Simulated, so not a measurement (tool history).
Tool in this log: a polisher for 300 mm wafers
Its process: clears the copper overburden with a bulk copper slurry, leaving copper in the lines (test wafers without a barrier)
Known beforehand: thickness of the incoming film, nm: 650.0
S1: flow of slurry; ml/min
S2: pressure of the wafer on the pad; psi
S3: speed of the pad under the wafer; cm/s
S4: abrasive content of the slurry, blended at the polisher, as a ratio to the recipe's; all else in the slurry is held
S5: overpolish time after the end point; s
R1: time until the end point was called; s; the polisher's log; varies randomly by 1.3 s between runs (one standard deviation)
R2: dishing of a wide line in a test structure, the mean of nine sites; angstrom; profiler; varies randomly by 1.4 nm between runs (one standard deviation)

{"run": 1, "day": 0.0, "S1": 170, "S2": 2.7, "S3": 96, "S4": 1.0, "S5": 15, "R1": 91.531, "R2": 716.4}
{"run": 2, "day": 0.262, "S1": 170, "S2": 2.7, "S3": 84, "S4": 1.0, "S5": 15, "R1": 99.065, "R2": 669.97}
{"run": 3, "day": 0.546, "S1": 170, "S2": 2.6, "S3": 84, "S4": 1.0, "S5": 16, "R1": 100.9, "R2": 687.74}
{"run": 4, "day": 0.65, "S1": 165, "S2": 2.5, "S3": 84, "S4": 1.0, "S5": 16, "R1": 105.66, "R2": 669.91}
{"run": 5, "day": 0.812, "S1": 165, "S2": 2.5, "S3": 84, "S4": 1.0, "S5": 10, "R1": 106.58, "R2": 452.01}
{"run": 6, "day": 1.029, "S1": 185, "S2": 2.5, "S3": 84, "S4": 1.0, "S5": 10, "R1": 102.01, "R2": 458.96}
{"day": 1.4, "done": "slurry blender recalibrated"}
{"run": 7, "day": 1.4, "S1": 175, "S2": 2.5, "S3": 84, "S4": 1.0, "S5": 11, "R1": 95.861, "R2": 510.95}
{"run": 8, "day": 1.779, "S1": 165, "S2": 2.5, "S3": 84, "S4": 1.0, "S5": 12, "R1": 96.741, "R2": 574.45}
{"run": 9, "day": 1.875, "S1": 165, "S2": 2.4, "S3": 84, "S4": 1.0, "S5": 13, "R1": 101.46, "R2": 589.67}

Run 10 comes next. What will it give?
{"run": 10, "day": 2.204, "S1": 160, "S2": 2.3, "S3": 84, "S4": 1.0, "S5": 13, "R1": "?", "R2": "?"}

R1: 104.960 s
R2: 550.80 angstrom
